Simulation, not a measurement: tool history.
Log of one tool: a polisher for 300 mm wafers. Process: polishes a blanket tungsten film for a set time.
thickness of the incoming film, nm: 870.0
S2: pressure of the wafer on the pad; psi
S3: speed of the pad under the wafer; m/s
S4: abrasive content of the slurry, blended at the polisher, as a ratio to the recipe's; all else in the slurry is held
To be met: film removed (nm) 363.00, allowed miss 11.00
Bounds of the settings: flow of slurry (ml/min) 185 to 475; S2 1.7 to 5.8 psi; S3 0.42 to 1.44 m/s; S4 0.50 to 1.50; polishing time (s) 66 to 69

Run 1, day 0.000: flow of slurry (ml/min) 305, S2 3.7 psi, S3 0.92 m/s, S4 1.00, polishing time (s) 66. Result: film removed (nm) 268.30.
Run 2, day 0.196: flow of slurry (ml/min) 305, S2 3.7 psi, S3 0.92 m/s, S4 1.15, polishing time (s) 66. Result: film removed (nm) 276.44.
Run 3, day 0.367: flow of slurry (ml/min) 305, S2 3.7 psi, S3 0.92 m/s, S4 1.15, polishing time (s) 69. Result: film removed (nm) 287.40.
Run 4, day 0.500: flow of slurry (ml/min) 305, S2 3.8 psi, S3 0.92 m/s, S4 1.15, polishing time (s) 69. Result: film removed (nm) 297.46.
Run 5, day 0.554: flow of slurry (ml/min) 250, S2 3.8 psi, S3 0.92 m/s, S4 1.15, polishing time (s) 69. Result: film removed (nm) 292.05.
Run 6, day 0.633: flow of slurry (ml/min) 250, S2 3.8 psi, S3 0.92 m/s, S4 1.15, polishing time (s) 66. Result: film removed (nm) 279.26.
Run 7, day 0.817: flow of slurry (ml/min) 250, S2 4.0 psi, S3 0.92 m/s, S4 1.15, polishing time (s) 66. Result: film removed (nm) 291.85.
Run 8, day 0.850: flow of slurry (ml/min) 250, S2 4.1 psi, S3 0.92 m/s, S4 1.15, polishing time (s) 66. Result: film removed (nm) 299.88.

4 next moves are on the table. One of them brings every result within its allowed miss. Which?
Run A, day 0.883: flow of slurry (ml/min) 275, S2 4.6 psi, S3 0.84 m/s, S4 1.20, polishing time (s) 69. Result: film removed (nm) ?.
Run B, day 0.883: flow of slurry (ml/min) 295, S2 5.2 psi, S3 0.82 m/s, S4 1.10, polishing time (s) 69. Result: film removed (nm) ?.
Run C, day 0.883: flow of slurry (ml/min) 270, S2 4.5 psi, S3 0.92 m/s, S4 1.20, polishing time (s) 67. Result: film removed (nm) ?.
Run D, day 0.883: flow of slurry (ml/min) 320, S2 5.6 psi, S3 0.48 m/s, S4 1.15, polishing time (s) 69. Result: film removed (nm) ?.

move  film removed (nm)
   A             331.83
   B             362.12
   C             338.28
   D             268.21
A: nearer than the last run, and not there yet
B: meets every target
C: nearer than the last run, and not there yet
D: further off than the last run
Move B is the one to make.
